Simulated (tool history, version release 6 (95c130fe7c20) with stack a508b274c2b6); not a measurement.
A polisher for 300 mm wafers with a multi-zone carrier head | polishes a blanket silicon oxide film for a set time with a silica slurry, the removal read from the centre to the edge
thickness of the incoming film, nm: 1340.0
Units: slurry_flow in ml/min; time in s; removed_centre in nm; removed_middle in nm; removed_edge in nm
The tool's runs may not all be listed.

run 1 day=0 | slurry_flow=215 centre_zone=1 middle_zone=1 edge_zone=1 slurry_solids=1 time=34 | removed_centre=94.739 removed_middle=94.652 removed_edge=93.445
run 2 day=0.267 | slurry_flow=215 centre_zone=0.98 middle_zone=0.99 edge_zone=0.98 slurry_solids=0.9 time=34 | removed_centre=88.061 removed_middle=93.508 removed_edge=89.073
run 3 day=0.604 | slurry_flow=260 centre_zone=0.98 middle_zone=0.99 edge_zone=0.98 slurry_solids=0.9 time=34 | removed_centre=90.515 removed_middle=92.747 removed_edge=91.916
run 4 day=0.962 | slurry_flow=260 centre_zone=0.98 middle_zone=1.03 edge_zone=0.98 slurry_solids=0.9 time=34 | removed_centre=90.069 removed_middle=94.962 removed_edge=89.809
run 5 day=1.208 | slurry_flow=260 centre_zone=0.98 middle_zone=1.03 edge_zone=0.98 slurry_solids=0.9 time=39 | removed_centre=102.51 removed_middle=107.8 removed_edge=102.05
run 6 day=1.292 | slurry_flow=260 centre_zone=0.93 middle_zone=1.03 edge_zone=0.98 slurry_solids=0.9 time=39 | removed_centre=98.443 removed_middle=108.13 removed_edge=100.47
run 7 day=1.629 | slurry_flow=265 centre_zone=0.94 middle_zone=1.01 edge_zone=0.97 slurry_solids=0.85 time=38 | removed_centre=94.195 removed_middle=99.249 removed_edge=98.075
run 8 day=1.65 | slurry_flow=260 centre_zone=0.95 middle_zone=1.01 edge_zone=0.95 slurry_solids=0.8 time=37 | removed_centre=91.1 removed_middle=97.484 removed_edge=92.883
run 9 day=1.888 | slurry_flow=260 centre_zone=0.95 middle_zone=1 edge_zone=0.94 slurry_solids=0.75 time=36 | removed_centre=84.559 removed_middle=87.93 removed_edge=86.571

Forecast run 10:
run 10 day=2.146 | slurry_flow=230 centre_zone=0.91 middle_zone=1.01 edge_zone=0.84 slurry_solids=0.5 time=35 | removed_centre=? removed_middle=? removed_edge=?

{"run 10": {"removed_centre": 64.043, "removed_middle": 71.606, "removed_edge": 64.525}}
